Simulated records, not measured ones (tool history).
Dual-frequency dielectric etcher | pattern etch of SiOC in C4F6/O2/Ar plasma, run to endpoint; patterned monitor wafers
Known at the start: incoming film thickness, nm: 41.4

run 1 hour=0 | bias_power_(kW)=0.642 source_power_(kW)=0.35 | endpoint_time_(s)=12.171
run 2 hour=2.7 | bias_power_(kW)=0.642 source_power_(kW)=0.41 | endpoint_time_(s)=11.443
run 3 hour=6.2 | bias_power_(kW)=0.642 source_power_(kW)=0.46 | endpoint_time_(s)=10.903
run 4 hour=10.2 | bias_power_(kW)=0.642 source_power_(kW)=0.42 | endpoint_time_(s)=11.309
run 5 hour=11.2 | bias_power_(kW)=0.659 source_power_(kW)=0.42 | endpoint_time_(s)=11.143
run 6 hour=13.7 | bias_power_(kW)=0.672 source_power_(kW)=0.42 | endpoint_time_(s)=11.114
run 7 hour=20.5 | bias_power_(kW)=0.687 source_power_(kW)=0.42 | endpoint_time_(s)=11.075
run 8 hour=29.5 | bias_power_(kW)=0.702 source_power_(kW)=0.42 | endpoint_time_(s)=11.013

Predict the results of run 9:
run 9 hour=34.4 | bias_power_(kW)=0.715 source_power_(kW)=0.43 | endpoint_time_(s)=?

Run 9 yielded endpoint time (s) 10.862.

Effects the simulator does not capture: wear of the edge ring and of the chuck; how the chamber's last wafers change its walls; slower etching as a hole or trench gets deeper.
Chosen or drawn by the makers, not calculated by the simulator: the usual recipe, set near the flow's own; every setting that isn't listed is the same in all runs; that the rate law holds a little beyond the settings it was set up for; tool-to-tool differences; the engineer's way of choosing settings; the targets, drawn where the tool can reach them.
